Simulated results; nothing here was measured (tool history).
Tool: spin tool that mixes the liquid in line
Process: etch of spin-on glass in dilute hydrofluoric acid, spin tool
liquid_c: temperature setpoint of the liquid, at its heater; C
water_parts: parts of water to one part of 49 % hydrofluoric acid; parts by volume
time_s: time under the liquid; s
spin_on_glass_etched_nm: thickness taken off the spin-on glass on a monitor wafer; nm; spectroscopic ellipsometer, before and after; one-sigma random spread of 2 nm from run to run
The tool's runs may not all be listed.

| run | hour | liquid_c | water_parts | time_s | spin_on_glass_etched_nm |
|---|---|---|---|---|---|
| 1 | 0 | 24 | 195 | 290 | 60.285 |
| 2 | 3.3 | 24 | 150 | 290 | 80.486 |
| 3 | 8.3 | 25.5 | 130 | 290 | 100.62 |
| 4 | 9.9 | 26.5 | 120 | 290 | 115.54 |
| 5 | 13 | 26.5 | 120 | 290 | 115.27 |
| 6 | 15.1 | 26.5 | 55 | 290 | 273.23 |
| 7 | 20.1 | 26.5 | 60 | 290 | 249.81 |

Run 8 comes next. What will it give?
| 8 | 23.8 | 26.5 | 65 | 290 | ? |

Run 8 came out at spin_on_glass_etched_nm 229.39 nm.
